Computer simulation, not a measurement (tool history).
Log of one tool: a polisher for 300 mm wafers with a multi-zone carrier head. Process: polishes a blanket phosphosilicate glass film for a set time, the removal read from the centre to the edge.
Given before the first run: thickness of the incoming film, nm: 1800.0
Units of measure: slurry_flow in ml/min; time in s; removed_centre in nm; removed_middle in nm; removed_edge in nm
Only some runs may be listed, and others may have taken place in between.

run  hour  slurry_flow  centre_zone  middle_zone  edge_zone  slurry_solids  time  removed_centre  removed_middle  removed_edge
  1   0.0          260         1.00         1.00       1.00           1.00    74          676.55          695.03        685.92
  2   2.1          260         1.00         1.00       0.93           1.00    74          685.23          682.78        669.40
  3   3.1          260         1.00         1.00       0.93           0.80    74          610.11          616.63        607.92
  4  11.0          260         1.00         1.00       0.93           1.00    74          679.97          694.44        664.63
  5  19.4          260         0.99         0.99       0.95           1.05    74          687.45          716.75        689.28
  6  20.4          260         0.98         0.97       0.97           1.10    74          689.01          708.89        705.69
  7  25.2          260         0.97         0.97       0.99           1.15    75          700.27          726.00        728.47
  8  27.8          260         0.96         0.97       1.01           1.20    76          716.41          734.40        775.89
  9  30.2          260         0.96         0.99       1.02           1.25    76          738.70          772.87        782.22
 10  33.6          260         0.95         0.99       1.03           1.30    76          742.83          784.70        801.60
 11  38.9          260         0.94         0.99       1.04           1.30    76          732.69          807.38        818.49
 12  42.2          265         0.94         0.99       1.05           1.30    76          730.64          786.84        804.29
 13  45.8          260         0.93         0.99       1.06           1.30    77          725.05          801.19        818.97
 14  53.7          260         0.93         0.99       1.07           1.30    77          732.99          803.78        818.14
 15  57.4          260         0.92         0.99       1.08           1.30    77          722.02          777.06        821.83

Forecast run 16:
 16  59.6          260         0.92         0.99       1.08           1.30    77               ?               ?             ?

removed_centre: 735.61 nm
removed_middle: 798.56 nm
removed_edge: 828.46 nm
